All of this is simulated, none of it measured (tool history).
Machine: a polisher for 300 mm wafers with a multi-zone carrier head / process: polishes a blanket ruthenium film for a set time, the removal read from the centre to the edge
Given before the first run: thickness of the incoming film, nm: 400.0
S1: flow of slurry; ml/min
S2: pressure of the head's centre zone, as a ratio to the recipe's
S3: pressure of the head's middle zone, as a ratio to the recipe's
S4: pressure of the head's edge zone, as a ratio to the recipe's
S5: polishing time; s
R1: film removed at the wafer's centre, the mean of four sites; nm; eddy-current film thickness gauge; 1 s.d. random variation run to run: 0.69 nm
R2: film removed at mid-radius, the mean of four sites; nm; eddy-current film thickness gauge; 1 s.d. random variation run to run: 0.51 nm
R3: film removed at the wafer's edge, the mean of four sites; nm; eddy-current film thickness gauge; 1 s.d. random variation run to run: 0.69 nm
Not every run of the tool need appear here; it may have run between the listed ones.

run 1 hour=0 | S1=125 S2=1 S3=1 S4=1 S5=67 | R1=59.146 R2=60.095 R3=60.605
run 2 hour=5.6 | S1=140 S2=1.04 S3=1.02 S4=1.05 S5=70 | R1=66.802 R2=64.543 R3=64.92
run 3 hour=13.4 | S1=140 S2=1.13 S3=1.02 S4=1.05 S5=70 | R1=70.855 R2=65.257 R3=64.73
run 4 hour=21.4 | S1=140 S2=1.13 S3=0.96 S4=1.05 S5=70 | R1=71.319 R2=61.374 R3=64.614
run 5 hour=28.2 | S1=140 S2=1.13 S3=0.89 S4=1.05 S5=70 | R1=70.856 R2=57.941 R3=64.559
run 6 hour=34.7 | S1=150 S2=1.13 S3=0.93 S4=1.08 S5=73 | R1=76.046 R2=62.718 R3=69
run 7 hour=41.3 | S1=155 S2=1.12 S3=0.97 S4=1.1 S5=76 | R1=77.653 R2=68.009 R3=73.631

Run 8 has not been measured yet. What should we expect?
run 8 hour=43.6 | S1=190 S2=1.19 S3=1.07 S4=1.16 S5=80 | R1=? R2=? R3=?

{"run 8": {"R1": 90.973, "R2": 80.646, "R3": 79.732}}
